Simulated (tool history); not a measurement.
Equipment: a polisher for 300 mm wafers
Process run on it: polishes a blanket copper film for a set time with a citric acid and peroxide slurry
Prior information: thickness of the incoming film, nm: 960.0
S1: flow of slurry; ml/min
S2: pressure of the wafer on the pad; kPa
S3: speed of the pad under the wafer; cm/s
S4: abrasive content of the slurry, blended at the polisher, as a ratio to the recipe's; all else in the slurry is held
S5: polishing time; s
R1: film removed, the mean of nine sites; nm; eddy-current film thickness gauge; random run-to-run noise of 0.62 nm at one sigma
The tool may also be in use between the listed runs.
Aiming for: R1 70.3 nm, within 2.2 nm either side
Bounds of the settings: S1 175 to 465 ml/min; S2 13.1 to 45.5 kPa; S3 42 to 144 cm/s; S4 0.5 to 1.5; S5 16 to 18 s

Run 1, hour 0: S1 295 ml/min, S2 29 kPa, S3 92 cm/s, S4 1, S5 18 s. Result: R1 47.491 nm.
Run 2, hour 2.1: S1 295 ml/min, S2 31 kPa, S3 92 cm/s, S4 1, S5 18 s. Result: R1 50.759 nm.
Run 3, hour 6: S1 295 ml/min, S2 31 kPa, S3 92 cm/s, S4 1, S5 18 s. Result: R1 50.222 nm.
Run 4, hour 12.3: S1 295 ml/min, S2 33.1 kPa, S3 92 cm/s, S4 1, S5 18 s. Result: R1 53.862 nm.
Run 5, hour 13.1: S1 295 ml/min, S2 34.5 kPa, S3 92 cm/s, S4 1, S5 18 s. Result: R1 55.511 nm.
Run 6, hour 15.9: S1 295 ml/min, S2 35.9 kPa, S3 92 cm/s, S4 1, S5 18 s. Result: R1 58.681 nm.
Run 7, hour 22.2: S1 295 ml/min, S2 37.2 kPa, S3 92 cm/s, S4 1, S5 18 s. Result: R1 59.893 nm.
Run 8, hour 30.6: S1 295 ml/min, S2 38.6 kPa, S3 92 cm/s, S4 1, S5 18 s. Result: R1 62.69 nm.
Run 9, hour 36.4: S1 295 ml/min, S2 39.3 kPa, S3 92 cm/s, S4 1, S5 18 s. Result: R1 63.373 nm.
Run 10, hour 40.3: S1 295 ml/min, S2 40 kPa, S3 92 cm/s, S4 1, S5 18 s. Result: R1 65.317 nm.
Run 11, hour 49.1: S1 295 ml/min, S2 40.7 kPa, S3 92 cm/s, S4 1, S5 18 s. Result: R1 65.615 nm.
Run 12, hour 50.9: S1 295 ml/min, S2 41.4 kPa, S3 92 cm/s, S4 1, S5 18 s. Result: R1 67.531 nm.

Consider the 5 candidate settings below. Which is the only one whose results all fall within their allowed miss of target?
Run A, hour 52.7: S1 210 ml/min, S2 42.1 kPa, S3 98 cm/s, S4 1.2, S5 16 s. Result: R1 ?.
Run B, hour 52.7: S1 280 ml/min, S2 42.7 kPa, S3 80 cm/s, S4 0.95, S5 18 s. Result: R1 ?.
Run C, hour 52.7: S1 305 ml/min, S2 44.8 kPa, S3 98 cm/s, S4 0.95, S5 16 s. Result: R1 ?.
Run D, hour 52.7: S1 330 ml/min, S2 42.1 kPa, S3 106 cm/s, S4 0.8, S5 16 s. Result: R1 ?.
Run E, hour 52.7: S1 310 ml/min, S2 43.4 kPa, S3 96 cm/s, S4 1.05, S5 17 s. Result: R1 ?.

move      R1
   A  64.462
   B  60.119
   C  65.867
   D  62.511
   E  69.054
A: moves away from the targets compared with the last run
B: moves away from the targets compared with the last run
C: moves away from the targets compared with the last run
D: moves away from the targets compared with the last run
E: all results in spec
Move E is the one to make.
